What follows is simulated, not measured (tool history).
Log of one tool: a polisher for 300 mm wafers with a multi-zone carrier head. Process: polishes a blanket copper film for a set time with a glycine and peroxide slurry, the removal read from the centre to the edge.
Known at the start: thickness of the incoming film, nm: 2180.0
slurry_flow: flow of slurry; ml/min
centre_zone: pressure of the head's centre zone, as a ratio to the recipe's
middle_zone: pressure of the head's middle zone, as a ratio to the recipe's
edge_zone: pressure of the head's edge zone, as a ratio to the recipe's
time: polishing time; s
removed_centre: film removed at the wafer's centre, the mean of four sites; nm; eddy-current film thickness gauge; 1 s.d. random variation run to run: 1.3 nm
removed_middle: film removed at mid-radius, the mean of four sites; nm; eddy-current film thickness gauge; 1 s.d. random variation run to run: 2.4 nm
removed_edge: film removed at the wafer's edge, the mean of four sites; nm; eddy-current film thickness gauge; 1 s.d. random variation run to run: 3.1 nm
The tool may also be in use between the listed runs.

Run 1, hour 0: slurry_flow 185 ml/min, centre_zone 1, middle_zone 1, edge_zone 1, time 36 s. Result: removed_centre 172.37 nm, removed_middle 170.14 nm, removed_edge 174.43 nm.
Run 2, hour 5: slurry_flow 190 ml/min, centre_zone 1, middle_zone 1, edge_zone 1.02, time 36 s. Result: removed_centre 172.44 nm, removed_middle 172.98 nm, removed_edge 174.47 nm.
Run 3, hour 12.8: slurry_flow 190 ml/min, centre_zone 1, middle_zone 1, edge_zone 1.02, time 28 s. Result: removed_centre 134.53 nm, removed_middle 136.21 nm, removed_edge 135.94 nm.
Run 4, hour 15: slurry_flow 185 ml/min, centre_zone 1, middle_zone 1, edge_zone 1.04, time 30 s. Result: removed_centre 144.45 nm, removed_middle 144.71 nm, removed_edge 149.56 nm.
Run 5, hour 22.9: slurry_flow 180 ml/min, centre_zone 1.01, middle_zone 1.01, edge_zone 1.06, time 31 s. Result: removed_centre 148.3 nm, removed_middle 146.21 nm, removed_edge 153.15 nm.
Run 6, hour 25.2: slurry_flow 160 ml/min, centre_zone 1.01, middle_zone 1.01, edge_zone 1.06, time 31 s. Result: removed_centre 146.55 nm, removed_middle 142.78 nm, removed_edge 150.75 nm.
Run 7, hour 29.3: slurry_flow 170 ml/min, centre_zone 1.01, middle_zone 1.01, edge_zone 1.08, time 32 s. Result: removed_centre 151.55 nm, removed_middle 153.81 nm, removed_edge 157.41 nm.
Run 8, hour 34.2: slurry_flow 170 ml/min, centre_zone 1.01, middle_zone 0.99, edge_zone 1.09, time 33 s. Result: removed_centre 157.27 nm, removed_middle 158.13 nm, removed_edge 162.92 nm.
Run 9, hour 41.5: slurry_flow 165 ml/min, centre_zone 1.01, middle_zone 0.97, edge_zone 1.1, time 34 s. Result: removed_centre 161.62 nm, removed_middle 155.61 nm, removed_edge 166.27 nm.
Run 10, hour 49.7: slurry_flow 165 ml/min, centre_zone 1.01, middle_zone 0.97, edge_zone 1.1, time 34 s. Result: removed_centre 161.15 nm, removed_middle 159.02 nm, removed_edge 170.63 nm.

For run 11, what comes out?
Run 11, hour 56.4: slurry_flow 170 ml/min, centre_zone 1.01, middle_zone 0.96, edge_zone 1.11, time 35 s. Result: removed_centre ?, removed_middle ?, removed_edge ?.

removed_centre: 166.03 nm
removed_middle: 158.86 nm
removed_edge: 175.6 nm
